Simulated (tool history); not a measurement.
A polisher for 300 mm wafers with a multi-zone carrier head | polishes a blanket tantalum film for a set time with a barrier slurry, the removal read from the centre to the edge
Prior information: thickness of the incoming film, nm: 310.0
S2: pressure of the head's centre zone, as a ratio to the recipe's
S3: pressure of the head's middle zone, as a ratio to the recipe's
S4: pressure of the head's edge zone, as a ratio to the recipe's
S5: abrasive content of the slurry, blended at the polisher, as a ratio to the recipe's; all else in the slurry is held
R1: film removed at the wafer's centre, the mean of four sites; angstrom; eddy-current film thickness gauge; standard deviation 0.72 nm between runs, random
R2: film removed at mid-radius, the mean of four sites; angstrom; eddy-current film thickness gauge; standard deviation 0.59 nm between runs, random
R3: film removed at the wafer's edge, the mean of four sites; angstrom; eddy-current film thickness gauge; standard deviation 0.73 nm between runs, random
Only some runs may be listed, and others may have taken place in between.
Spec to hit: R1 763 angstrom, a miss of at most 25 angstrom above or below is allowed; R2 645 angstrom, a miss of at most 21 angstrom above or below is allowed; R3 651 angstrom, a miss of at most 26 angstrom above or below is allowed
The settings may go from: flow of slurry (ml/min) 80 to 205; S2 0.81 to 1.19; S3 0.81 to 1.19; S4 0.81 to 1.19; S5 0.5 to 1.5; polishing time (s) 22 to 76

{"run": 1, "hour": 0.0, "flow of slurry (ml/min)": 135, "S2": 1, "S3": 1, "S4": 1, "S5": 1, "polishing time (s)": 49, "R1": 1257.5, "R2": 1272.3, "R3": 1323.8}
{"run": 2, "hour": 2.6, "flow of slurry (ml/min)": 135, "S2": 1, "S3": 1, "S4": 1.07, "S5": 1, "polishing time (s)": 49, "R1": 1255.5, "R2": 1257.1, "R3": 1359.2}
{"run": 3, "hour": 11.5, "flow of slurry (ml/min)": 135, "S2": 1.01, "S3": 1, "S4": 1.05, "S5": 0.95, "polishing time (s)": 46, "R1": 1173.2, "R2": 1187.1, "R3": 1233.4}
{"run": 4, "hour": 19.1, "flow of slurry (ml/min)": 150, "S2": 1.01, "S3": 1, "S4": 1.05, "S5": 0.95, "polishing time (s)": 46, "R1": 1208.3, "R2": 1215.9, "R3": 1265.7}
{"run": 5, "hour": 26.1, "flow of slurry (ml/min)": 150, "S2": 1.01, "S3": 1, "S4": 0.98, "S5": 0.95, "polishing time (s)": 46, "R1": 1209.1, "R2": 1205.7, "R3": 1214.4}
{"run": 6, "hour": 28.4, "flow of slurry (ml/min)": 150, "S2": 1.02, "S3": 0.99, "S4": 0.97, "S5": 0.9, "polishing time (s)": 44, "R1": 1158.8, "R2": 1128.8, "R3": 1133.1}
{"run": 7, "hour": 34.8, "flow of slurry (ml/min)": 150, "S2": 1.02, "S3": 0.98, "S4": 0.96, "S5": 0.85, "polishing time (s)": 42, "R1": 1084.3, "R2": 1046.2, "R3": 1081.2}
{"run": 8, "hour": 39.1, "flow of slurry (ml/min)": 150, "S2": 1.03, "S3": 0.98, "S4": 0.95, "S5": 0.8, "polishing time (s)": 40, "R1": 1027.4, "R2": 1002.4, "R3": 1004}
{"run": 9, "hour": 40.1, "flow of slurry (ml/min)": 115, "S2": 1.12, "S3": 0.88, "S4": 0.85, "S5": 0.55, "polishing time (s)": 28, "R1": 663.72, "R2": 554.76, "R3": 588.92}
{"run": 10, "hour": 41.6, "flow of slurry (ml/min)": 120, "S2": 1.12, "S3": 0.88, "S4": 0.85, "S5": 0.55, "polishing time (s)": 28, "R1": 670.42, "R2": 560.61, "R3": 598.47}
{"run": 11, "hour": 47.5, "flow of slurry (ml/min)": 125, "S2": 1.12, "S3": 0.88, "S4": 0.85, "S5": 0.55, "polishing time (s)": 28, "R1": 673.94, "R2": 549.11, "R3": 598.72}
{"run": 12, "hour": 51.8, "flow of slurry (ml/min)": 130, "S2": 1.12, "S3": 0.89, "S4": 0.85, "S5": 0.55, "polishing time (s)": 28, "R1": 672.89, "R2": 571.86, "R3": 595.89}
{"run": 13, "hour": 54.3, "flow of slurry (ml/min)": 135, "S2": 1.13, "S3": 0.89, "S4": 0.86, "S5": 0.55, "polishing time (s)": 28, "R1": 700.67, "R2": 574.48, "R3": 600.59}

Next run, 4 choices. One meets every target within its allowed miss, the rest don't. Which?
{"run": "A", "hour": 56.8, "flow of slurry (ml/min)": 105, "S2": 0.96, "S3": 0.87, "S4": 0.91, "S5": 0.6, "polishing time (s)": 32, "R1": "?", "R2": "?", "R3": "?"}
{"run": "B", "hour": 56.8, "flow of slurry (ml/min)": 150, "S2": 1.09, "S3": 0.92, "S4": 0.87, "S5": 0.65, "polishing time (s)": 32, "R1": "?", "R2": "?", "R3": "?"}
{"run": "C", "hour": 56.8, "flow of slurry (ml/min)": 130, "S2": 1.02, "S3": 0.92, "S4": 0.83, "S5": 0.55, "polishing time (s)": 31, "R1": "?", "R2": "?", "R3": "?"}
{"run": "D", "hour": 56.8, "flow of slurry (ml/min)": 175, "S2": 1.13, "S3": 0.93, "S4": 0.87, "S5": 0.55, "polishing time (s)": 29, "R1": "?", "R2": "?", "R3": "?"}

move=A R1=654.83 R2=614.92 R3=698.79
move=B R1=827.92 R2=718.36 R3=742.91
move=C R1=700.76 R2=647.75 R3=661.76
move=D R1=768.94 R2=649.49 R3=660.4
A: further off than the last run
B: moves the result that the last run missed by most past its target, out the other side
C: the worst result of the last run now meets its target, but another is out of spec
D: all results land within tolerance of their targets
D is the move that brings every result within its allowed miss.
